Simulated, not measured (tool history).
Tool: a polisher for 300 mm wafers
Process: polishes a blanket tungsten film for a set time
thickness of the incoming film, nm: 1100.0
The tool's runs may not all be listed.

run,hour,flow of slurry (ml/min),pressure of the wafer on the pad (psi),speed of the pad under the wafer (cm/s),abrasive content of the slurry,polishing time (s),film removed (nm)
1,0.0,235,2.5,90,1.0,33,91.896
2,2.1,235,2.5,90,1.0,30,83.005
3,3.9,265,2.5,90,1.0,30,83.304
4,12.1,265,2.5,90,1.0,33,90.914
5,13.3,265,2.1,86,1.0,33,76.640
6,22.1,265,1.8,82,1.0,33,66.393
7,23.3,265,1.1,72,1.0,33,41.868

Forecast run 8:
8,28.8,265,1.4,72,1.0,33,?

Run 8 gave film removed (nm) 49.089.

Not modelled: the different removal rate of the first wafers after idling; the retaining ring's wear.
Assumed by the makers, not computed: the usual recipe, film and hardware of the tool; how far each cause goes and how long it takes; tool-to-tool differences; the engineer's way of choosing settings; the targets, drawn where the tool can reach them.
